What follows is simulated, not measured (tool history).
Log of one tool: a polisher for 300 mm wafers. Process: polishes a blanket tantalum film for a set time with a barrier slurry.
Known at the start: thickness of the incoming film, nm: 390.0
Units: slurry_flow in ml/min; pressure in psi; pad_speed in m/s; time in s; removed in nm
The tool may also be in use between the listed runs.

{"run": 1, "hour": 0.0, "slurry_flow": 215, "pressure": 1.6, "pad_speed": 1.06, "slurry_solids": 1.0, "time": 71, "removed": 109.67}
{"run": 2, "hour": 3.3, "slurry_flow": 215, "pressure": 1.5, "pad_speed": 1.06, "slurry_solids": 1.0, "time": 71, "removed": 102.11}
{"run": 3, "hour": 4.5, "slurry_flow": 215, "pressure": 1.4, "pad_speed": 1.06, "slurry_solids": 1.0, "time": 71, "removed": 96.592}
{"run": 4, "hour": 11.3, "slurry_flow": 215, "pressure": 1.4, "pad_speed": 1.32, "slurry_solids": 1.0, "time": 71, "removed": 111.0}
{"run": 5, "hour": 12.6, "slurry_flow": 215, "pressure": 1.4, "pad_speed": 1.32, "slurry_solids": 1.15, "time": 71, "removed": 116.26}
{"run": 6, "hour": 20.6, "slurry_flow": 215, "pressure": 1.4, "pad_speed": 1.06, "slurry_solids": 1.15, "time": 71, "removed": 99.985}
{"run": 7, "hour": 27.9, "slurry_flow": 215, "pressure": 1.3, "pad_speed": 1.06, "slurry_solids": 1.15, "time": 71, "removed": 96.192}

Forecast run 8:
{"run": 8, "hour": 34.7, "slurry_flow": 215, "pressure": 1.2, "pad_speed": 1.06, "slurry_solids": 1.15, "time": 71, "removed": "?"}

{"run 8": {"removed": 89.561}}
